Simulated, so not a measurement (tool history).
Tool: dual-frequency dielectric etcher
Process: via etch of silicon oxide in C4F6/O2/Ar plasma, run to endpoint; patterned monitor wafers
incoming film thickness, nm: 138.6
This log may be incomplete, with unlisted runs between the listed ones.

run	hour	bias power (W)	source power (W)	Ar flow (sccm)	endpoint time (s)
1	0	383	300	247	34.479
2	3.8	357	300	247	35.197
3	8	403	320	244	33.6
4	15.2	403	320	227	33.499
5	23.4	403	320	194	33.046
6	25.5	351	320	194	34.246
7	28.3	394	340	191	32.789
8	36.3	428	360	188	31.382
9	44.5	449	370	187	30.474

Run 10 comes next. What will it give?
10	45.7	460	370	186	?

endpoint time (s): 30.64

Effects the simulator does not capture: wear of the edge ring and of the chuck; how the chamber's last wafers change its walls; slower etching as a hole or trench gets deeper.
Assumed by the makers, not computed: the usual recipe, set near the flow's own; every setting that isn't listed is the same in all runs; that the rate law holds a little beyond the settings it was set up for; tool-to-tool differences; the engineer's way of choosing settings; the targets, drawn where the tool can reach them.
